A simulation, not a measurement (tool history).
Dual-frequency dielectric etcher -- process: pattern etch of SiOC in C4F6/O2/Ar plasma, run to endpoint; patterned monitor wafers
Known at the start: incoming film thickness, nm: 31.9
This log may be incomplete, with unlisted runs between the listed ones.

run	day	bias power (kW)	source power (kW)	endpoint time (s)
1	0.000	0.487	0.290	12.316
2	0.117	0.452	0.280	12.667
3	0.158	0.517	0.280	12.465
4	0.358	0.582	0.280	11.925
5	0.688	0.582	0.330	10.922
6	0.717	0.582	0.290	11.905
7	1.050	0.559	0.270	12.138
8	1.083	0.461	0.210	14.908
9	1.200	0.474	0.210	14.875
10	1.329	0.486	0.210	14.760

Estimate the outcome of run 11 from the log above:
11	1.467	0.497	0.210	?

{"run 11": {"endpoint time (s)": 14.568}}
